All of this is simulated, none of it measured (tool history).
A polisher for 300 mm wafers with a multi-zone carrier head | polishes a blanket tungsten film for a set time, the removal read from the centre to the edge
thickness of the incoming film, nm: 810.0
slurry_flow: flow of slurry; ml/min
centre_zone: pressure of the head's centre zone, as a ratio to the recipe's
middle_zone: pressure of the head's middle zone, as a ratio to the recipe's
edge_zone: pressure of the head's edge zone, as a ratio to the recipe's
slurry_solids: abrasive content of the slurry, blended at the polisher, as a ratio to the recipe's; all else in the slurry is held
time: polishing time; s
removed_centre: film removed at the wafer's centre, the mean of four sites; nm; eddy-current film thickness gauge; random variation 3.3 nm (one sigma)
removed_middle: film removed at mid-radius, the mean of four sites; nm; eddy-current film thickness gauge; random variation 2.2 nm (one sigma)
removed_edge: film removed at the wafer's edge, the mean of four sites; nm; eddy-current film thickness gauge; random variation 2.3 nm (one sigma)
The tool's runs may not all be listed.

{"run": 1, "hour": 0.0, "slurry_flow": 225, "centre_zone": 1.0, "middle_zone": 1.0, "edge_zone": 1.0, "slurry_solids": 1.0, "time": 63, "removed_centre": 295.57, "removed_middle": 287.64, "removed_edge": 290.52}
{"run": 2, "hour": 5.5, "slurry_flow": 225, "centre_zone": 1.0, "middle_zone": 1.0, "edge_zone": 1.0, "slurry_solids": 0.9, "time": 63, "removed_centre": 284.55, "removed_middle": 283.74, "removed_edge": 284.5}
{"run": 3, "hour": 9.7, "slurry_flow": 220, "centre_zone": 1.01, "middle_zone": 0.99, "edge_zone": 0.98, "slurry_solids": 0.9, "time": 63, "removed_centre": 288.64, "removed_middle": 280.48, "removed_edge": 282.07}
{"run": 4, "hour": 13.2, "slurry_flow": 215, "centre_zone": 1.02, "middle_zone": 0.98, "edge_zone": 0.96, "slurry_solids": 0.9, "time": 63, "removed_centre": 291.75, "removed_middle": 276.54, "removed_edge": 277.06}
{"run": 5, "hour": 16.8, "slurry_flow": 215, "centre_zone": 0.98, "middle_zone": 0.98, "edge_zone": 0.96, "slurry_solids": 0.9, "time": 63, "removed_centre": 284.62, "removed_middle": 271.38, "removed_edge": 277.71}
{"run": 6, "hour": 22.5, "slurry_flow": 210, "centre_zone": 0.98, "middle_zone": 0.98, "edge_zone": 0.94, "slurry_solids": 0.9, "time": 63, "removed_centre": 278.91, "removed_middle": 272.7, "removed_edge": 278.9}

Forecast run 7:
{"run": 7, "hour": 28.2, "slurry_flow": 210, "centre_zone": 0.99, "middle_zone": 0.98, "edge_zone": 0.93, "slurry_solids": 0.85, "time": 63, "removed_centre": "?", "removed_middle": "?", "removed_edge": "?"}

{"run 7": {"removed_centre": 270.66, "removed_middle": 277.5, "removed_edge": 267.89}}
